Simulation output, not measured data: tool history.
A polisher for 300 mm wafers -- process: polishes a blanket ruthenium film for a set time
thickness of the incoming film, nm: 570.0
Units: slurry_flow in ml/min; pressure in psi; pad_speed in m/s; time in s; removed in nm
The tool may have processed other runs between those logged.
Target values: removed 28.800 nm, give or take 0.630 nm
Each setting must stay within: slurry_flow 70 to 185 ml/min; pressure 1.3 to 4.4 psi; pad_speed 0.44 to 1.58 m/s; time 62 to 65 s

run,hour,slurry_flow,pressure,pad_speed,time,removed
1,0.0,120,2.8,1.00,62,75.995
2,0.6,120,2.8,1.20,62,91.750
3,2.6,120,2.8,1.36,62,104.130
4,4.3,105,2.3,1.12,62,72.010
5,9.7,105,2.3,0.98,62,63.447
6,15.2,105,2.6,0.98,62,69.330
7,20.3,100,2.2,0.82,62,50.663
8,24.3,95,1.9,0.74,62,40.973
9,31.7,90,1.7,0.70,62,36.078
10,38.8,85,1.6,0.68,62,33.494
11,41.1,80,1.5,0.68,62,31.127

Exactly one of the 5 candidate moves below puts every result within its allowed miss. Which one?
A,43.4,90,1.6,0.70,62,?
B,43.4,80,1.7,0.64,65,?
C,43.4,100,1.7,0.58,62,?
D,43.4,70,1.5,0.74,63,?
E,43.4,75,1.4,0.66,63,?

move,removed
A,34.340
B,33.187
C,30.658
D,32.740
E,28.801
A: misses by more than the last run did
B: misses by more than the last run did
C: moves toward the targets from the last run without getting all of them in spec
D: misses by more than the last run did
E: meets every target
Answer: E
